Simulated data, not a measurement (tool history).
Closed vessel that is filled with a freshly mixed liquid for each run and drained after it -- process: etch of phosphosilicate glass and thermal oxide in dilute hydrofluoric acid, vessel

run,hour,temperature setpoint of the liquid (K),parts of water to one part of 49 % hydrofluoric acid (parts by volume),time in the liquid (s),thickness taken off the phosphosilicate glass on a monitor wafer (angstrom),thickness taken off the thermal oxide on a monitor wafer (angstrom)
1,0.0,299.15,190,60,234.14,14.4190
2,6.4,300.65,190,60,247.00,14.3060
3,11.9,300.65,190,45,184.28,11.3460
4,18.2,300.65,145,45,255.18,15.4230
5,25.8,300.15,165,45,216.50,13.0770
6,31.5,300.15,165,35,166.94,10.2020
7,34.7,298.65,170,35,155.25,8.8935

Run 8, settings as shown, results not yet in. Your forecast:
8,40.0,298.65,180,35,?,?

Run 8 gave thickness taken off the phosphosilicate glass on a monitor wafer (angstrom) 145.79, thickness taken off the thermal oxide on a monitor wafer (angstrom) 8.5623.
